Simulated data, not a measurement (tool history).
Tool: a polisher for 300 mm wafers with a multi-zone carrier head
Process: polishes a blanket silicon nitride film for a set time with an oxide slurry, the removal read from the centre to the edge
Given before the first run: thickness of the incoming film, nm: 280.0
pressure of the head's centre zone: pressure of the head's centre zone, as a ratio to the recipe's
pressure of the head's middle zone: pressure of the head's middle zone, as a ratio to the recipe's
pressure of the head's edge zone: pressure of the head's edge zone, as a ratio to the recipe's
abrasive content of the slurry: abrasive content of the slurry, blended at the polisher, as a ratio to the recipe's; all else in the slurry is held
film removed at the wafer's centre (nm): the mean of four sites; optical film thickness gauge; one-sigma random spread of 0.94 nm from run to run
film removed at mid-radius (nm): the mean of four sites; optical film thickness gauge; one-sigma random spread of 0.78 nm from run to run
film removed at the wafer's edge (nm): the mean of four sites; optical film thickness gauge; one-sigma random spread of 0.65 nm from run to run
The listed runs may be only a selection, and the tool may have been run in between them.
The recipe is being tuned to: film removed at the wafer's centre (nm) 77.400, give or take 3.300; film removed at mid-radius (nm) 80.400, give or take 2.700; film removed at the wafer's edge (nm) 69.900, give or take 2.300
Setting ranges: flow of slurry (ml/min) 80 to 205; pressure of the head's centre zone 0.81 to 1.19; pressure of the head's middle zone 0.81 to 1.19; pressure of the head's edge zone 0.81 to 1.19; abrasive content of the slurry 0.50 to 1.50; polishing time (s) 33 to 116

run	day	flow of slurry (ml/min)	pressure of the head's centre zone	pressure of the head's middle zone	pressure of the head's edge zone	abrasive content of the slurry	polishing time (s)	film removed at the wafer's centre (nm)	film removed at mid-radius (nm)	film removed at the wafer's edge (nm)
1	0.000	135	1.00	1.00	1.00	1.00	74	55.135	59.942	61.162
2	0.379	135	1.00	1.00	1.00	0.85	74	50.520	56.052	56.092
3	0.683	140	1.02	1.02	1.00	0.90	74	52.017	58.011	57.739
4	0.825	140	1.02	1.06	1.00	0.90	74	52.695	60.827	58.381
5	1.117	145	1.04	1.07	0.99	0.95	74	55.793	62.697	59.849
6	1.308	145	1.04	1.07	0.99	0.95	63	46.555	54.106	50.204
7	1.525	150	1.06	1.08	0.99	1.05	63	51.839	55.996	53.632
# day 1.617: centre zone pressure recalibrated
8	1.617	155	1.06	1.10	0.97	1.10	64	58.608	59.676	54.475
9	1.929	160	1.04	1.11	0.98	1.15	65	59.152	62.142	57.107
10	2.083	160	1.03	1.12	0.98	1.20	66	62.265	65.420	59.737
11	2.400	165	1.02	1.13	0.98	1.25	66	62.132	66.970	60.769

Exactly one of the 4 candidate moves below puts every result within its allowed miss. Which one?
A	2.717	180	1.07	1.15	0.93	1.35	74	?	?	?
B	2.717	205	1.02	1.19	0.84	1.20	81	?	?	?
C	2.717	195	1.00	1.05	0.92	1.50	75	?	?	?
D	2.717	145	1.18	0.99	1.05	1.50	75	?	?	?

move	film removed at the wafer's centre (nm)	film removed at mid-radius (nm)	film removed at the wafer's edge (nm)
A	77.015	78.472	69.018
B	77.899	85.214	69.886
C	76.760	78.492	73.151
D	86.713	72.365	75.182
A: hits every target within its allowed miss
B: moves the result that the last run missed by most past its target, out the other side
C: the worst result of the last run now meets its target, but another is out of spec
D: nearer than the last run, and not there yet
Correct choice: A, which meets every target
